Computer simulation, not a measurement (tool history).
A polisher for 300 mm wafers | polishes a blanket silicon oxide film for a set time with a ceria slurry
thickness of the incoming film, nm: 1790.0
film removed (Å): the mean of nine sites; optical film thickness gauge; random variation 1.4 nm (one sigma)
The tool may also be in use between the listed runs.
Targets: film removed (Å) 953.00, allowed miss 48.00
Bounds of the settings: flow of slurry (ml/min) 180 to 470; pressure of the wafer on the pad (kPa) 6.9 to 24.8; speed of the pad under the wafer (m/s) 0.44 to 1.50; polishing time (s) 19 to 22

run	hour	flow of slurry (ml/min)	pressure of the wafer on the pad (kPa)	speed of the pad under the wafer (m/s)	polishing time (s)	film removed (Å)
1	0.0	300	15.9	0.96	22	593.70
2	5.0	300	15.9	0.82	22	495.60
3	10.6	300	17.2	0.84	22	561.32
4	15.9	265	17.2	0.84	22	546.23
5	17.8	270	18.6	0.84	22	602.10
6	23.6	270	18.6	0.84	19	519.74
7	26.6	270	19.3	0.88	19	567.59
8	33.7	270	20.0	0.92	19	618.76
9	34.6	270	24.1	1.06	19	846.21
10	42.2	270	24.1	1.08	19	857.45

Which of these 5 next moves meets every target?
A	49.8	265	22.1	1.06	19	?
B	49.8	325	23.4	1.00	20	?
C	49.8	270	22.1	1.02	19	?
D	49.8	245	24.8	1.22	19	?
E	49.8	200	24.1	1.08	20	?

move	film removed (Å)
A	750.48
B	808.82
C	724.47
D	956.85
E	845.14
A: further off than the last run
B: further off than the last run
C: further off than the last run
D: meets every target
E: further off than the last run
Move D is the one to make.
